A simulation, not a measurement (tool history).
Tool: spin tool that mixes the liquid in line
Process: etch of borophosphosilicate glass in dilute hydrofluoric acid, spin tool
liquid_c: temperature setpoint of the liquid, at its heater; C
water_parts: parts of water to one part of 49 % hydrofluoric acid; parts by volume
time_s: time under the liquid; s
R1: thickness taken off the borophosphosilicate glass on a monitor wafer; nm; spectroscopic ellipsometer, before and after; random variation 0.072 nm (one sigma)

Run 1, hour 0.0: liquid_c 21.0 C, water_parts 220 parts by volume, time_s 75 s. Result: R1 8.8337 nm.
Run 2, hour 1.9: liquid_c 22.5 C, water_parts 220 parts by volume, time_s 75 s. Result: R1 9.3276 nm.
Run 3, hour 2.6: liquid_c 26.0 C, water_parts 220 parts by volume, time_s 75 s. Result: R1 10.6830 nm.
Run 4, hour 5.9: liquid_c 27.0 C, water_parts 200 parts by volume, time_s 75 s. Result: R1 12.3100 nm.
At hour 12.6: thermometer replaced.
Run 5, hour 12.6: liquid_c 27.0 C, water_parts 145 parts by volume, time_s 75 s. Result: R1 19.4780 nm.
Run 6, hour 13.1: liquid_c 27.0 C, water_parts 145 parts by volume, time_s 80 s. Result: R1 20.7730 nm.

The next listed run, before its measurement:
Run 7, hour 20.1: liquid_c 26.5 C, water_parts 145 parts by volume, time_s 80 s. Result: R1 ?.

{"run 7": {"R1": 20.335}}
